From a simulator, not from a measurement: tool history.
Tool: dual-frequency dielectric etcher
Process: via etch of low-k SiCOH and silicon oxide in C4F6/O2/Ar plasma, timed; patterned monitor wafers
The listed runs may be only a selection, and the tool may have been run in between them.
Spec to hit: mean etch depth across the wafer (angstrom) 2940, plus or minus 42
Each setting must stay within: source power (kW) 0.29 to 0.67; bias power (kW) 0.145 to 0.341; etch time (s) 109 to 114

run,hour,source power (kW),bias power (kW),etch time (s),mean etch depth across the wafer (angstrom)
1,0,0.48,0.243,109,3457.6
2,5.6,0.48,0.243,109,3427
3,9.4,0.48,0.269,109,3567.8
4,13.5,0.54,0.269,109,3689.8
5,19.2,0.48,0.249,109,3470.4
6,22.1,0.43,0.237,109,3277
7,23.2,0.39,0.235,109,3168.2
8,26.9,0.37,0.234,109,3085.9
9,30,0.36,0.233,109,3059.2
10,37.5,0.35,0.232,109,3026.4
11,38.3,0.34,0.232,109,3004.6

5 next moves are on the table. One of them brings every result within its allowed miss. Which?
A,39.1,0.34,0.181,111.5,?
B,39.1,0.34,0.222,109,?
C,39.1,0.29,0.228,109.5,?
D,39.1,0.32,0.202,111,?
E,39.1,0.29,0.232,109,?

move,mean etch depth across the wafer (angstrom)
A,2831.2
B,2959.7
C,2837.8
D,2859
E,2841.6
A: takes the biggest miss from the last run beyond its target
B: hits every target within its allowed miss
C: takes the biggest miss from the last run beyond its target
D: takes the biggest miss from the last run beyond its target
E: takes the biggest miss from the last run beyond its target
The move that meets every target is B.
